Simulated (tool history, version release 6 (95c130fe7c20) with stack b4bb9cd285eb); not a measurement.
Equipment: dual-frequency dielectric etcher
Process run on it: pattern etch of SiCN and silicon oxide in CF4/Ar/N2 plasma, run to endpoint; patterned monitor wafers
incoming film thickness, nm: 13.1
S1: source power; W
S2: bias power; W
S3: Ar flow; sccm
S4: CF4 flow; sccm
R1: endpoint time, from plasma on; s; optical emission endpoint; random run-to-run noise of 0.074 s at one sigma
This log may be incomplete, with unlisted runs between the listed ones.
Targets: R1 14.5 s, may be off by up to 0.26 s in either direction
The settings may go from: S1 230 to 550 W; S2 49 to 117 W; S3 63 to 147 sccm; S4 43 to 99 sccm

{"run": 1, "day": 0.0, "S1": 390, "S2": 83, "S3": 105, "S4": 71, "R1": 15.753}
{"run": 2, "day": 0.246, "S1": 320, "S2": 83, "S3": 105, "S4": 71, "R1": 18.817}
{"run": 3, "day": 0.483, "S1": 330, "S2": 83, "S3": 105, "S4": 71, "R1": 18.25}
{"run": 4, "day": 0.592, "S1": 340, "S2": 83, "S3": 105, "S4": 71, "R1": 17.67}
{"run": 5, "day": 0.879, "S1": 310, "S2": 83, "S3": 105, "S4": 71, "R1": 19.21}
{"run": 6, "day": 1.254, "S1": 340, "S2": 83, "S3": 105, "S4": 71, "R1": 17.802}
{"run": 7, "day": 1.567, "S1": 350, "S2": 83, "S3": 105, "S4": 71, "R1": 17.48}
{"run": 8, "day": 1.708, "S1": 360, "S2": 83, "S3": 105, "S4": 71, "R1": 16.976}
{"run": 9, "day": 2.008, "S1": 370, "S2": 83, "S3": 105, "S4": 71, "R1": 16.57}
{"run": 10, "day": 2.092, "S1": 380, "S2": 83, "S3": 105, "S4": 71, "R1": 16.273}
{"run": 11, "day": 2.346, "S1": 390, "S2": 83, "S3": 105, "S4": 71, "R1": 15.738}
{"run": 12, "day": 2.421, "S1": 410, "S2": 83, "S3": 105, "S4": 71, "R1": 15.116}
{"run": 13, "day": 2.475, "S1": 420, "S2": 83, "S3": 105, "S4": 71, "R1": 14.899}

Consider the 4 candidate settings below. Which is the only one whose results all fall within their allowed miss of target?
{"run": "A", "day": 2.529, "S1": 420, "S2": 82, "S3": 120, "S4": 68, "R1": "?"}
{"run": "B", "day": 2.529, "S1": 460, "S2": 78, "S3": 115, "S4": 64, "R1": "?"}
{"run": "C", "day": 2.529, "S1": 420, "S2": 74, "S3": 99, "S4": 76, "R1": "?"}
{"run": "D", "day": 2.529, "S1": 410, "S2": 77, "S3": 103, "S4": 65, "R1": "?"}

move=A R1=15.251
move=B R1=14.44
move=C R1=15.234
move=D R1=15.71
A: moves away from the targets compared with the last run
B: every result within its allowed miss
C: moves away from the targets compared with the last run
D: moves away from the targets compared with the last run
Answer: B
